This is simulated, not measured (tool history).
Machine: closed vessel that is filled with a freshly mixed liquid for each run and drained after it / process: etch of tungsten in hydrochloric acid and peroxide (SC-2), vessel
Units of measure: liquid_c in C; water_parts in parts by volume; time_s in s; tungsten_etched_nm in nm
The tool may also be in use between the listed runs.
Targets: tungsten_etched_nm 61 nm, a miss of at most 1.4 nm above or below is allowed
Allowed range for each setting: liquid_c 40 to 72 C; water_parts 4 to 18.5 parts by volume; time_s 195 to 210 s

| run | hour | liquid_c | water_parts | time_s | tungsten_etched_nm |
|---|---|---|---|---|---|
| 1 | 0 | 56 | 10.5 | 195 | 29.474 |
| 2 | 7.7 | 59.5 | 10.5 | 195 | 36.709 |
| 3 | 16.5 | 59.5 | 13 | 195 | 30.219 |
| 4 | 20.5 | 59.5 | 10.5 | 195 | 36.726 |
| 5 | 28 | 61 | 10.5 | 195 | 39.84 |
| 6 | 34.6 | 62.5 | 10.5 | 195 | 44.731 |
| 7 | 35.7 | 63.5 | 10.5 | 195 | 47.439 |
|  | 38.3 | thermometer replaced |
| 8 | 38.3 | 64.5 | 10.5 | 195 | 53.845 |
| 9 | 40 | 65 | 10.5 | 195 | 55.175 |
| 10 | 46.6 | 65.5 | 10.5 | 195 | 56.343 |

Below are 5 possible settings for the next run. Only one of them brings all results inside the allowed miss of their targets. Which is it?
| A | 53.2 | 62.5 | 8 | 195 | ? |
| B | 53.2 | 66 | 12.5 | 205 | ? |
| C | 53.2 | 58.5 | 7 | 210 | ? |
| D | 53.2 | 69.5 | 14 | 210 | ? |
| E | 53.2 | 65 | 9 | 200 | ? |

| move | tungsten_etched_nm |
|---|---|
| A | 59.067 |
| B | 53.048 |
| C | 55.034 |
| D | 60.737 |
| E | 64.202 |
A: gains on the last run, yet a result remains outside its allowed miss
B: the biggest miss grows against the last run
C: the biggest miss grows against the last run
D: all results land within tolerance of their targets
E: moves the result that the last run missed by most past its target, out the other side
The right move is D.

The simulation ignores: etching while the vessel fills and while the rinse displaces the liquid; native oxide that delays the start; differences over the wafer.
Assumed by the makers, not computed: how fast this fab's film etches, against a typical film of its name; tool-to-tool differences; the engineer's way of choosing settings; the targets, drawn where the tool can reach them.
